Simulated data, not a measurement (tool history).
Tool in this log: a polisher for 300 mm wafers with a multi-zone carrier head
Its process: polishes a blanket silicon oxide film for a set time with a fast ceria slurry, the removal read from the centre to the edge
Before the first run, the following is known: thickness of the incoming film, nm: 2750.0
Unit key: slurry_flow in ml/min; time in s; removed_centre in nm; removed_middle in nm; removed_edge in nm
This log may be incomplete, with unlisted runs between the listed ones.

Run 1, hour 0: slurry_flow 225 ml/min, centre_zone 1, middle_zone 1, edge_zone 1, time 83 s. Result: removed_centre 995.84 nm, removed_middle 995.45 nm, removed_edge 1041.7 nm.
Run 2, hour 3.4: slurry_flow 220 ml/min, centre_zone 0.98, middle_zone 0.99, edge_zone 0.97, time 76 s. Result: removed_centre 895.53 nm, removed_middle 928.46 nm, removed_edge 935.39 nm.
Run 3, hour 9.1: slurry_flow 220 ml/min, centre_zone 0.98, middle_zone 0.95, edge_zone 0.97, time 76 s. Result: removed_centre 872.89 nm, removed_middle 899.92 nm, removed_edge 930.44 nm.
Run 4, hour 10.4: slurry_flow 215 ml/min, centre_zone 0.98, middle_zone 0.92, edge_zone 0.95, time 71 s. Result: removed_centre 832.93 nm, removed_middle 802.57 nm, removed_edge 865 nm.
Run 5, hour 12.1: slurry_flow 215 ml/min, centre_zone 1.06, middle_zone 0.92, edge_zone 0.95, time 71 s. Result: removed_centre 880.29 nm, removed_middle 793.67 nm, removed_edge 856.81 nm.
Run 6, hour 18.2: slurry_flow 215 ml/min, centre_zone 1.06, middle_zone 0.92, edge_zone 0.91, time 71 s. Result: removed_centre 876.02 nm, removed_middle 812.5 nm, removed_edge 856.72 nm.
Run 7, hour 26.2: slurry_flow 210 ml/min, centre_zone 1.03, middle_zone 0.91, edge_zone 0.9, time 67 s. Result: removed_centre 815.49 nm, removed_middle 762.95 nm, removed_edge 809.89 nm.

What does the tool deliver on the next run?
Run 8, hour 28.3: slurry_flow 205 ml/min, centre_zone 1, middle_zone 0.91, edge_zone 0.89, time 64 s. Result: removed_centre ?, removed_middle ?, removed_edge ?.

removed_centre: 774.89 nm
removed_middle: 726.17 nm
removed_edge: 780.17 nm
